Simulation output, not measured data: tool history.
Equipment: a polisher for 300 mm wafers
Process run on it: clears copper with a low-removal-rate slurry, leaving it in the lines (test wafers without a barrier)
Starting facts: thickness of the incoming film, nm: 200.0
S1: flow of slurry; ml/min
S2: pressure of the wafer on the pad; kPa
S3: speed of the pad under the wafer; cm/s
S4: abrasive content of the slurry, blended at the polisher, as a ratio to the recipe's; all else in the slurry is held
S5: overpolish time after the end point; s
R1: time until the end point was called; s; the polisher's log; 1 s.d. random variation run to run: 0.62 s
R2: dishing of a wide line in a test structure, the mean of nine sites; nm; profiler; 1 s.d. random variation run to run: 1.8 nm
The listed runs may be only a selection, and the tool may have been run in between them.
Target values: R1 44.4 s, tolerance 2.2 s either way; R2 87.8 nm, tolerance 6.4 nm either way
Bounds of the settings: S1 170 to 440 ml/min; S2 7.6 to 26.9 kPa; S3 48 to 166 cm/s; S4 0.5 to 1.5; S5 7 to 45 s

run 1 hour=0 | S1=280 S2=17.2 S3=106 S4=1 S5=23 | R1=65.27 R2=47.039
run 2 hour=3.3 | S1=280 S2=18.6 S3=106 S4=1 S5=25 | R1=61.084 R2=54.104
run 3 hour=12 | S1=280 S2=20 S3=106 S4=1 S5=26 | R1=55.656 R2=59.695
run 4 hour=17.3 | S1=280 S2=20.7 S3=106 S4=1 S5=28 | R1=56.341 R2=63.515
run 5 hour=21 | S1=280 S2=20.7 S3=106 S4=1 S5=23 | R1=54.975 R2=56.214
run 6 hour=28.4 | S1=280 S2=22.1 S3=106 S4=1 S5=25 | R1=51.575 R2=60.12
run 7 hour=30 | S1=280 S2=22.8 S3=106 S4=1 S5=27 | R1=49.653 R2=67.007
run 8 hour=31.8 | S1=280 S2=23.4 S3=106 S4=1 S5=29 | R1=49.269 R2=75.403
run 9 hour=35.4 | S1=280 S2=24.1 S3=106 S4=1 S5=29 | R1=49.006 R2=73.962
run 10 hour=37.5 | S1=280 S2=24.8 S3=106 S4=1 S5=30 | R1=46.157 R2=76.809
run 11 hour=44.1 | S1=280 S2=24.8 S3=106 S4=1 S5=31 | R1=47.054 R2=81.532

5 candidate next runs follow, results not yet known. Just one meets every target within its allowed miss. Identify it.
run A hour=50.7 | S1=305 S2=20.7 S3=114 S4=0.9 S5=31 | R1=? R2=?
run B hour=50.7 | S1=255 S2=23.4 S3=108 S4=0.95 S5=33 | R1=? R2=?
run C hour=50.7 | S1=250 S2=25.5 S3=114 S4=0.9 S5=33 | R1=? R2=?
run D hour=50.7 | S1=255 S2=24.1 S3=106 S4=1 S5=36 | R1=? R2=?
run E hour=50.7 | S1=265 S2=26.9 S3=102 S4=1.05 S5=41 | R1=? R2=?

move=A R1=51.936 R2=67.905
move=B R1=48.554 R2=75.567
move=C R1=43.42 R2=82.504
move=D R1=47.336 R2=82.078
move=E R1=43.595 R2=95.792
A: its largest miss is bigger than the last run's
B: its largest miss is bigger than the last run's
C: in spec on every target
D: its largest miss is bigger than the last run's
E: the worst result of the last run now meets its target, but another is out of spec
The move that meets every target is C.
